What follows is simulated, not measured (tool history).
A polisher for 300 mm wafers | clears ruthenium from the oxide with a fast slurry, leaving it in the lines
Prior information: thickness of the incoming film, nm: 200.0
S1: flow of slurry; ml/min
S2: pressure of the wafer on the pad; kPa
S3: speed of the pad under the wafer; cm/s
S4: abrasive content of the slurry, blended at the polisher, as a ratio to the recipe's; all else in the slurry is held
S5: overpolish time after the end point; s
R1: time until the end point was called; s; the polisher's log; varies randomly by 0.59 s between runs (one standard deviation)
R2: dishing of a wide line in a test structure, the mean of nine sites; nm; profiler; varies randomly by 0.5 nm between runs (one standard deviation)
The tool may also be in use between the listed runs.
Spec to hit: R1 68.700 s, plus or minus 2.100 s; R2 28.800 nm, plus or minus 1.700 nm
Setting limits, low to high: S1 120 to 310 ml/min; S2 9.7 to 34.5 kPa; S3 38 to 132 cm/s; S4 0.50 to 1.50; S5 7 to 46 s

Run 1, hour 0.0: S1 200 ml/min, S2 22.1 kPa, S3 84 cm/s, S4 1.00, S5 24 s. Result: R1 57.196 s, R2 67.894 nm.
Run 2, hour 1.1: S1 205 ml/min, S2 21.4 kPa, S3 84 cm/s, S4 1.00, S5 21 s. Result: R1 58.809 s, R2 61.335 nm.
Run 3, hour 1.8: S1 205 ml/min, S2 21.4 kPa, S3 84 cm/s, S4 0.90, S5 21 s. Result: R1 61.469 s, R2 56.806 nm.
Run 4, hour 6.2: S1 205 ml/min, S2 21.4 kPa, S3 84 cm/s, S4 0.75, S5 21 s. Result: R1 68.206 s, R2 50.711 nm.
Run 5, hour 6.7: S1 205 ml/min, S2 24.1 kPa, S3 84 cm/s, S4 0.75, S5 21 s. Result: R1 61.404 s, R2 56.263 nm.
Run 6, hour 9.8: S1 205 ml/min, S2 24.1 kPa, S3 84 cm/s, S4 0.65, S5 21 s. Result: R1 67.040 s, R2 53.038 nm.
Run 7, hour 14.5: S1 215 ml/min, S2 23.4 kPa, S3 86 cm/s, S4 0.65, S5 18 s. Result: R1 65.490 s, R2 45.767 nm.
Run 8, hour 19.1: S1 220 ml/min, S2 22.8 kPa, S3 86 cm/s, S4 0.65, S5 16 s. Result: R1 67.657 s, R2 40.960 nm.
Run 9, hour 20.4: S1 230 ml/min, S2 22.1 kPa, S3 86 cm/s, S4 0.65, S5 7 s. Result: R1 68.939 s, R2 18.734 nm.
Run 10, hour 23.8: S1 225 ml/min, S2 22.1 kPa, S3 86 cm/s, S4 0.65, S5 8 s. Result: R1 69.557 s, R2 20.657 nm.
Run 11, hour 31.5: S1 225 ml/min, S2 22.1 kPa, S3 86 cm/s, S4 0.65, S5 9 s. Result: R1 69.838 s, R2 23.463 nm.

Below are 5 possible settings for the next run. Only one of them brings all results inside the allowed miss of their targets. Which is it?
Run A, hour 39.2: S1 240 ml/min, S2 21.4 kPa, S3 90 cm/s, S4 0.55, S5 11 s. Result: R1 ?, R2 ?.
Run B, hour 39.2: S1 230 ml/min, S2 21.4 kPa, S3 86 cm/s, S4 0.70, S5 10 s. Result: R1 ?, R2 ?.
Run C, hour 39.2: S1 220 ml/min, S2 20.7 kPa, S3 84 cm/s, S4 0.65, S5 10 s. Result: R1 ?, R2 ?.
Run D, hour 39.2: S1 240 ml/min, S2 21.4 kPa, S3 98 cm/s, S4 0.60, S5 7 s. Result: R1 ?, R2 ?.
Run E, hour 39.2: S1 245 ml/min, S2 22.8 kPa, S3 94 cm/s, S4 0.55, S5 11 s. Result: R1 ?, R2 ?.

move      R1      R2
   A  75.034  25.118
   B  67.644  25.316
   C  74.279  23.183
   D  66.400  18.379
   E  68.503  27.352
A: about as far from the targets as the last run
B: nearer than the last run, and not there yet
C: its largest miss is bigger than the last run's
D: its largest miss is bigger than the last run's
E: meets every target
E is the move that brings every result within its allowed miss.

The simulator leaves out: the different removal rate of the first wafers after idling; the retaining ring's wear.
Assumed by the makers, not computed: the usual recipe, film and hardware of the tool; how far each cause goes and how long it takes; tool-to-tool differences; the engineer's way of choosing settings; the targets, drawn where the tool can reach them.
